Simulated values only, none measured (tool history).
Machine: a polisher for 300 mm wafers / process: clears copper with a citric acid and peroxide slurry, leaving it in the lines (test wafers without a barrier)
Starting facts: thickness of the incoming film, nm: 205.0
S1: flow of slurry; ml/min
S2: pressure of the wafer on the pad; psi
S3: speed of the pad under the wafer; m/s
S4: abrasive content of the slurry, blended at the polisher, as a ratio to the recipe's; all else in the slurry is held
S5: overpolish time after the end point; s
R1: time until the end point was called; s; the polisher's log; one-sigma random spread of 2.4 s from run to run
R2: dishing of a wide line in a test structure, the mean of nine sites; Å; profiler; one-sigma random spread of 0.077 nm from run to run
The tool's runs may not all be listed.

run  hour   S1   S2    S3    S4  S5      R1      R2
  1     0  155  2.3     1     1  10  118.56  116.91
  2   7.9  155  2.1  1.02     1   9  130.17  102.16
  3   9.7  155  2.1  1.02     1  11  127.74  124.89
  4  14.2  190  2.1  1.02     1  11  128.32  120.89
  5  15.1  190  2.1  1.02     1   9  125.64  99.441
  6  22.8  200  2.2  0.92     1   8  130.59  89.528
  7  31.2  205  2.1  0.96   0.9   7  133.06  78.294
  8  32.7  210    2  0.98  0.85   6  139.03  62.619
  9  41.3  215  1.9  1.04   0.8   6  141.24  65.887
 10  48.1  215  1.9  1.04   0.8   6  141.57  65.172
 11  56.3  220    2  0.98  0.75   6  145.54  62.798

Run 12 has not been measured yet. What should we expect?
 12    60  225   2  0.98  0.7   6   ?   ?

R1: 144.39 s
R2: 63.406 Å

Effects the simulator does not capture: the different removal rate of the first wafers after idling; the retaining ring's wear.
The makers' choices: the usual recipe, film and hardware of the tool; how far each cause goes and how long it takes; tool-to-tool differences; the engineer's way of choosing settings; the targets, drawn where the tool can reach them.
